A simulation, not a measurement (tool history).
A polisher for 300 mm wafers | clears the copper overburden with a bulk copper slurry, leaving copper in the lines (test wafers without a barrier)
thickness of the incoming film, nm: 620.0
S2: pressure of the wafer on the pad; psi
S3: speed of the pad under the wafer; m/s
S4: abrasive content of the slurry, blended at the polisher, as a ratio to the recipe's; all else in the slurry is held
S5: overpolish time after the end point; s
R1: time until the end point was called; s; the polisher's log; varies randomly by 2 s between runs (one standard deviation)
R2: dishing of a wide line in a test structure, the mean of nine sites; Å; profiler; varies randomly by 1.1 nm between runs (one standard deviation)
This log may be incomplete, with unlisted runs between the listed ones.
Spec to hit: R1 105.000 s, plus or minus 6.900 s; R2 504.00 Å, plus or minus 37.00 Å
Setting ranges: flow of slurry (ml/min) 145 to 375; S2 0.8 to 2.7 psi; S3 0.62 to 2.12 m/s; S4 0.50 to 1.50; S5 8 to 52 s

{"run": 1, "hour": 0.0, "flow of slurry (ml/min)": 240, "S2": 1.7, "S3": 1.36, "S4": 1.0, "S5": 26, "R1": 70.347, "R2": 867.16}
{"run": 2, "hour": 7.9, "flow of slurry (ml/min)": 240, "S2": 1.7, "S3": 1.36, "S4": 0.85, "S5": 26, "R1": 73.332, "R2": 869.49}
{"run": 3, "hour": 13.1, "flow of slurry (ml/min)": 240, "S2": 1.7, "S3": 1.36, "S4": 0.75, "S5": 26, "R1": 73.434, "R2": 838.0}
{"run": 4, "hour": 19.2, "flow of slurry (ml/min)": 240, "S2": 1.6, "S3": 1.36, "S4": 0.75, "S5": 23, "R1": 80.852, "R2": 750.74}
{"run": 5, "hour": 26.6, "flow of slurry (ml/min)": 240, "S2": 1.6, "S3": 1.36, "S4": 0.75, "S5": 31, "R1": 78.255, "R2": 864.05}
{"run": 6, "hour": 29.1, "flow of slurry (ml/min)": 240, "S2": 1.5, "S3": 1.38, "S4": 0.75, "S5": 27, "R1": 81.491, "R2": 794.51}
{"run": 7, "hour": 30.9, "flow of slurry (ml/min)": 240, "S2": 1.0, "S3": 1.42, "S4": 0.75, "S5": 14, "R1": 118.0, "R2": 396.65}
{"run": 8, "hour": 33.1, "flow of slurry (ml/min)": 240, "S2": 1.0, "S3": 1.42, "S4": 0.75, "S5": 15, "R1": 117.56, "R2": 426.71}

Below are 5 possible settings for the next run. Only one of them brings all results inside the allowed miss of their targets. Which is it?
{"run": "A", "hour": 35.3, "flow of slurry (ml/min)": 145, "S2": 1.1, "S3": 1.3, "S4": 0.9, "S5": 22, "R1": "?", "R2": "?"}
{"run": "B", "hour": 35.3, "flow of slurry (ml/min)": 220, "S2": 1.0, "S3": 1.38, "S4": 0.8, "S5": 15, "R1": "?", "R2": "?"}
{"run": "C", "hour": 35.3, "flow of slurry (ml/min)": 280, "S2": 1.0, "S3": 1.68, "S4": 0.65, "S5": 17, "R1": "?", "R2": "?"}
{"run": "D", "hour": 35.3, "flow of slurry (ml/min)": 195, "S2": 1.0, "S3": 1.38, "S4": 0.85, "S5": 18, "R1": "?", "R2": "?"}
{"run": "E", "hour": 35.3, "flow of slurry (ml/min)": 235, "S2": 1.1, "S3": 1.16, "S4": 0.8, "S5": 21, "R1": "?", "R2": "?"}

move=A R1=126.770 R2=532.98
move=B R1=125.290 R2=411.06
move=C R1=104.790 R2=504.02
move=D R1=125.860 R2=464.61
move=E R1=134.250 R2=499.07
A: the worst result of the last run now meets its target, but another is out of spec
B: misses by more than the last run did
C: in spec on every target
D: misses by more than the last run did
E: the worst result of the last run now meets its target, but another is out of spec
Answer: C
